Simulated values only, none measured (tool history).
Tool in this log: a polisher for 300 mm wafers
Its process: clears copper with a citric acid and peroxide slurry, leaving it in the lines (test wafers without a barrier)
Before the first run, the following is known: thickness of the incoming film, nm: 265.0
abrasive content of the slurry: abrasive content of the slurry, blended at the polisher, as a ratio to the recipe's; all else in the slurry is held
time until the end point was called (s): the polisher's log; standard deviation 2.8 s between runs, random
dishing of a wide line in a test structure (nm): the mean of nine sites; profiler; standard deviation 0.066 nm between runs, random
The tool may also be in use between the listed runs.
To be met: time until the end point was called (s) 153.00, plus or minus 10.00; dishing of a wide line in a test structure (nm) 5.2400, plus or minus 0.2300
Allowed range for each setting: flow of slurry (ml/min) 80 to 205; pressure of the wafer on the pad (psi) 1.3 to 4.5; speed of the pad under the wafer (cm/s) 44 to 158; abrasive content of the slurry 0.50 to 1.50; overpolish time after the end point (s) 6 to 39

run	day	flow of slurry (ml/min)	pressure of the wafer on the pad (psi)	speed of the pad under the wafer (cm/s)	abrasive content of the slurry	overpolish time after the end point (s)	time until the end point was called (s)	dishing of a wide line in a test structure (nm)
1	0.000	135	2.9	100	1.00	20	109.77	8.4865
2	0.138	135	2.9	100	1.15	20	106.56	8.3921
3	0.412	115	2.3	106	1.25	15	119.69	8.2491
4	0.467	115	2.3	84	1.25	15	145.85	7.7046
5	0.721	115	2.3	98	1.25	15	130.33	8.0254
6	0.933	105	2.6	80	1.35	12	144.97	7.4249
7	1.304	80	3.4	52	1.50	6	199.82	4.5298
8	1.379	95	3.4	54	1.50	6	171.57	4.7746

Exactly one of the 5 candidate moves below puts every result within its allowed miss. Which one?
A	1.454	100	3.1	50	1.45	7	?	?
B	1.454	95	3.1	52	1.45	7	?	?
C	1.454	95	3.4	64	1.40	6	?	?
D	1.454	105	3.2	56	1.45	8	?	?
E	1.454	80	3.9	44	1.50	8	?	?

move	time until the end point was called (s)	dishing of a wide line in a test structure (nm)
A	201.39	4.9220
B	196.94	4.9901
C	152.37	5.3020
D	174.52	5.7926
E	204.76	5.2978
A: misses by more than the last run did
B: misses by more than the last run did
C: every result within its allowed miss
D: carries the result that was furthest off beyond its target, to the other side
E: corrects the largest miss of the last run, while another result sits out of spec
So the answer is move C, the one that meets all the targets.
